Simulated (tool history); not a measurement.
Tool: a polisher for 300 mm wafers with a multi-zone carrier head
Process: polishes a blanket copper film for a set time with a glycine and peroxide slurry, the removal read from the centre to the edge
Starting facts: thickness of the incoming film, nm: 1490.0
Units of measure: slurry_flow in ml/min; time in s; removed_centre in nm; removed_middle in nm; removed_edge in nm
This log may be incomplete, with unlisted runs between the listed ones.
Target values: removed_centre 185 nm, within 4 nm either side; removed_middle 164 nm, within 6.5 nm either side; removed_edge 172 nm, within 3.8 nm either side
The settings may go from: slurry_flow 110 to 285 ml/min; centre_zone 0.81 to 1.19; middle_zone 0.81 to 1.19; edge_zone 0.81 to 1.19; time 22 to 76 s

run 1 hour=0 | slurry_flow=180 centre_zone=1 middle_zone=1 edge_zone=1 time=49 | removed_centre=270.06 removed_middle=273.07 removed_edge=267.65
run 2 hour=4.7 | slurry_flow=145 centre_zone=1 middle_zone=1 edge_zone=1 time=49 | removed_centre=258.51 removed_middle=260.18 removed_edge=257.18
run 3 hour=11.4 | slurry_flow=145 centre_zone=1.04 middle_zone=1 edge_zone=1 time=49 | removed_centre=265.74 removed_middle=256.47 removed_edge=259.72
run 4 hour=18.5 | slurry_flow=145 centre_zone=1.04 middle_zone=1 edge_zone=1 time=61 | removed_centre=334.37 removed_middle=321.74 removed_edge=319.91
run 5 hour=26.3 | slurry_flow=145 centre_zone=0.97 middle_zone=1 edge_zone=1 time=61 | removed_centre=307.57 removed_middle=328.61 removed_edge=323.98
run 6 hour=34.6 | slurry_flow=145 centre_zone=0.98 middle_zone=0.97 edge_zone=0.96 time=53 | removed_centre=272.7 removed_middle=278.28 removed_edge=274.71
run 7 hour=41.7 | slurry_flow=140 centre_zone=0.99 middle_zone=0.94 edge_zone=0.94 time=47 | removed_centre=243.86 removed_middle=239.95 removed_edge=240.12
run 8 hour=44.7 | slurry_flow=140 centre_zone=0.99 middle_zone=0.94 edge_zone=0.94 time=47 | removed_centre=241.48 removed_middle=236.07 removed_edge=240.32
run 9 hour=53.3 | slurry_flow=140 centre_zone=1 middle_zone=0.92 edge_zone=0.91 time=43 | removed_centre=222.39 removed_middle=212.13 removed_edge=216.87

Of the 4 settings listed for the next run, only one would bring every result within its allowed miss of target. Which one?
run A hour=61.9 | slurry_flow=130 centre_zone=1.04 middle_zone=0.88 edge_zone=0.88 time=35 | removed_centre=? removed_middle=? removed_edge=?
run B hour=61.9 | slurry_flow=135 centre_zone=0.97 middle_zone=0.81 edge_zone=1.16 time=55 | removed_centre=? removed_middle=? removed_edge=?
run C hour=61.9 | slurry_flow=130 centre_zone=0.84 middle_zone=0.97 edge_zone=0.99 time=57 | removed_centre=? removed_middle=? removed_edge=?
run D hour=61.9 | slurry_flow=180 centre_zone=1 middle_zone=0.83 edge_zone=0.85 time=55 | removed_centre=? removed_middle=? removed_edge=?

move=A removed_centre=184.92 removed_middle=162.71 removed_edge=169.7
move=B removed_centre=273.71 removed_middle=241.18 removed_edge=307.32
move=C removed_centre=242.96 removed_middle=287.65 removed_edge=291.64
move=D removed_centre=302.2 removed_middle=261.48 removed_edge=276.33
A: every result within its allowed miss
B: its largest miss is bigger than the last run's
C: its largest miss is bigger than the last run's
D: its largest miss is bigger than the last run's
Move A is the one to make.
